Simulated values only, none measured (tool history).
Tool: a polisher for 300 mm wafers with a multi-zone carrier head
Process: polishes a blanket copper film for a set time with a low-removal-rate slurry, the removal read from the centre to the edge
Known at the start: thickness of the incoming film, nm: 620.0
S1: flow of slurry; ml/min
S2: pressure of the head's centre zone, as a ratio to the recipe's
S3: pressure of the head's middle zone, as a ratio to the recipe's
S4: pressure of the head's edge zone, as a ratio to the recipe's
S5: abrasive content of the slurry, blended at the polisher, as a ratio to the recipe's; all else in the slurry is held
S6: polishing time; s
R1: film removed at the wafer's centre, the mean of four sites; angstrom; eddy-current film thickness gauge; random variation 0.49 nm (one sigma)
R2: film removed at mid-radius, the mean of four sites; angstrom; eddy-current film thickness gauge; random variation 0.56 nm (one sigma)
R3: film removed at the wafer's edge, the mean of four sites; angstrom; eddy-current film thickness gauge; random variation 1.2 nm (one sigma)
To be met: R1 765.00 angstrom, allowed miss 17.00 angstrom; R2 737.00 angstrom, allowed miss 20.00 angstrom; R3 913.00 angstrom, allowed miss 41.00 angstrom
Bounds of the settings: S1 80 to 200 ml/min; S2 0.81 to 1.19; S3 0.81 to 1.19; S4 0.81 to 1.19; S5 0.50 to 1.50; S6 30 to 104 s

run,hour,S1,S2,S3,S4,S5,S6,R1,R2,R3
1,0.0,130,1.00,1.00,1.00,1.00,67,1168.80,1171.80,1193.80
2,8.9,125,0.98,0.97,1.00,0.90,66,1095.70,1104.50,1164.20
3,13.0,125,0.98,0.97,1.00,0.80,66,1071.70,1087.50,1133.60
4,21.5,125,1.02,0.97,1.00,0.80,66,1130.50,1086.20,1119.30
5,30.2,100,1.02,0.97,1.00,0.80,66,1042.90,1029.80,1066.50
6,31.9,100,1.02,0.97,1.07,0.80,66,1054.30,1027.50,1122.70
7,36.4,100,1.01,0.95,1.07,0.75,64,992.41,957.74,1077.90
8,41.7,100,1.00,0.93,1.06,0.70,63,959.94,923.05,1053.70
9,43.0,100,0.99,0.91,1.05,0.65,62,918.61,883.75,993.11
10,45.5,100,0.98,0.90,1.06,0.65,62,910.42,880.40,980.34
11,51.5,100,0.97,0.89,1.08,0.65,62,907.27,877.72,1017.70
12,57.0,95,0.96,0.88,1.08,0.65,61,863.67,839.65,973.96
13,63.9,95,0.95,0.87,1.09,0.65,61,846.84,824.75,986.43
14,68.2,95,0.95,0.86,1.09,0.65,61,853.79,822.33,992.18
15,74.6,95,0.95,0.85,1.09,0.65,61,854.16,813.81,972.29
16,75.5,95,0.95,0.84,1.09,0.65,61,855.48,810.41,988.61
17,81.3,80,0.91,0.81,1.05,0.50,59,706.94,681.38,876.41
18,82.9,85,0.91,0.81,1.05,0.50,59,720.13,700.62,880.59
19,84.5,90,0.91,0.81,1.06,0.50,59,740.69,717.65,911.33
20,92.6,90,0.91,0.81,1.05,0.50,59,741.64,708.21,915.80
21,97.1,90,0.91,0.82,1.04,0.50,59,735.09,715.56,914.64

4 next moves are on the table. One of them brings every result within its allowed miss. Which?
A,101.6,85,0.99,0.83,1.04,0.55,60,?,?,?
B,101.6,80,0.99,0.85,1.08,0.55,60,?,?,?
C,101.6,90,0.95,0.81,1.04,0.50,61,?,?,?
D,101.6,100,0.90,0.81,1.05,0.60,57,?,?,?

move,R1,R2,R3
A,808.61,734.89,895.88
B,788.20,732.50,899.67
C,795.36,737.14,909.95
D,751.45,731.88,897.61
A: takes the result that was furthest off past its target
B: takes the result that was furthest off past its target
C: takes the result that was furthest off past its target
D: meets every target
Move D is the one to make.

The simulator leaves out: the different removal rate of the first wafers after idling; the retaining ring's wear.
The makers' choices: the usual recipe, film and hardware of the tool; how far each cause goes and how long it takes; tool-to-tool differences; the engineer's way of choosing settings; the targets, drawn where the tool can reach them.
